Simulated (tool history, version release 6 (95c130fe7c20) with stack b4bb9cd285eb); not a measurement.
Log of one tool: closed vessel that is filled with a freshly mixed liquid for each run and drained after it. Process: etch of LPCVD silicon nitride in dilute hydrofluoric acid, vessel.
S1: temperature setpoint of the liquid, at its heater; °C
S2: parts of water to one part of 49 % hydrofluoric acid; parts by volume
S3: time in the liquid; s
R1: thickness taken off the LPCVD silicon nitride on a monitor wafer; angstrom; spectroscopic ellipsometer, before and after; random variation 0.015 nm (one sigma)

Run 1, day 0: S1 26 °C, S2 170 parts by volume, S3 880 s. Result: R1 31.607 angstrom.
Run 2, day 0.258: S1 24.5 °C, S2 170 parts by volume, S3 880 s. Result: R1 28.645 angstrom.
Run 3, day 0.429: S1 24.5 °C, S2 145 parts by volume, S3 880 s. Result: R1 33.983 angstrom.
Run 4, day 0.679: S1 24.5 °C, S2 145 parts by volume, S3 690 s. Result: R1 26.42 angstrom.
Run 5, day 0.983: S1 23.5 °C, S2 145 parts by volume, S3 690 s. Result: R1 24.557 angstrom.
Run 6, day 1.317: S1 23 °C, S2 145 parts by volume, S3 690 s. Result: R1 23.948 angstrom.
Run 7, day 1.471: S1 22.5 °C, S2 145 parts by volume, S3 690 s. Result: R1 23.079 angstrom.
Run 8, day 1.804: S1 22 °C, S2 145 parts by volume, S3 690 s. Result: R1 22.226 angstrom.
Run 9, day 2.121: S1 21.5 °C, S2 145 parts by volume, S3 690 s. Result: R1 21.857 angstrom.
Run 10, day 2.417: S1 21 °C, S2 145 parts by volume, S3 690 s. Result: R1 21.158 angstrom.

Run 11 comes next. What will it give?
Run 11, day 2.717: S1 20.5 °C, S2 145 parts by volume, S3 690 s. Result: R1 ?.

R1: 20.346 angstrom

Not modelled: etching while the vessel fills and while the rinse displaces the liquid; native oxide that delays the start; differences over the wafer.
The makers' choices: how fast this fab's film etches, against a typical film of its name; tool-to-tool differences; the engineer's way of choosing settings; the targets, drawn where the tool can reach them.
